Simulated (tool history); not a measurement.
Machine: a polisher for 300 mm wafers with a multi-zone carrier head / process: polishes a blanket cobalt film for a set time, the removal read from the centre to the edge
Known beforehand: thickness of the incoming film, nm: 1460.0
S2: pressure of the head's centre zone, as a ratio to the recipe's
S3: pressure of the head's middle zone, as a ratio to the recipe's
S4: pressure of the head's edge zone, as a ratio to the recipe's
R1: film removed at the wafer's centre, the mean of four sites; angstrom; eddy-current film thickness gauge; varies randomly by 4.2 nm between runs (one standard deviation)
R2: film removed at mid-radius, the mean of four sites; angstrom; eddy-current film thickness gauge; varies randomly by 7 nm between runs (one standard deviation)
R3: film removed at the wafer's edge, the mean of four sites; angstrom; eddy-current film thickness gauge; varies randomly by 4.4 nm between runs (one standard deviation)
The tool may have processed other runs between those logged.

run 1 day=0 | flow_of_slurry_(ml/min)=130 S2=1 S3=1 S4=1 polishing_time_(s)=33 | R1=2984.8 R2=3069.3 R3=3073.9
run 2 day=0.142 | flow_of_slurry_(ml/min)=130 S2=1.05 S3=1 S4=1 polishing_time_(s)=33 | R1=3154.7 R2=3013.5 R3=3090.5
run 3 day=0.204 | flow_of_slurry_(ml/min)=155 S2=1.05 S3=1 S4=1 polishing_time_(s)=33 | R1=3349.9 R2=3163.1 R3=3197.9
run 4 day=0.308 | flow_of_slurry_(ml/min)=155 S2=0.97 S3=1 S4=1 polishing_time_(s)=33 | R1=3117.3 R2=3122.2 R3=3193.4
run 5 day=0.596 | flow_of_slurry_(ml/min)=155 S2=0.97 S3=1 S4=1.06 polishing_time_(s)=33 | R1=3025.1 R2=3207 R3=3320.8
run 6 day=0.967 | flow_of_slurry_(ml/min)=160 S2=0.99 S3=1.01 S4=1.06 polishing_time_(s)=34 | R1=3257.3 R2=3279.2 R3=3386.6
run 7 day=1.038 | flow_of_slurry_(ml/min)=160 S2=1 S3=1.02 S4=1.06 polishing_time_(s)=35 | R1=3377.9 R2=3441 R3=3542.1
run 8 day=1.142 | flow_of_slurry_(ml/min)=165 S2=1.01 S3=1.04 S4=1.06 polishing_time_(s)=36 | R1=3501.1 R2=3536 R3=3622.1
run 9 day=1.171 | flow_of_slurry_(ml/min)=165 S2=1.02 S3=1.06 S4=1.06 polishing_time_(s)=37 | R1=3697.1 R2=3746.3 R3=3646.3

Run 10 is up next; what results do you expect?
run 10 day=1.458 | flow_of_slurry_(ml/min)=185 S2=1.07 S3=1.1 S4=1.14 polishing_time_(s)=43 | R1=? R2=? R3=?

{"run 10": {"R1": 4497.7, "R2": 4499.4, "R3": 4513.8}}

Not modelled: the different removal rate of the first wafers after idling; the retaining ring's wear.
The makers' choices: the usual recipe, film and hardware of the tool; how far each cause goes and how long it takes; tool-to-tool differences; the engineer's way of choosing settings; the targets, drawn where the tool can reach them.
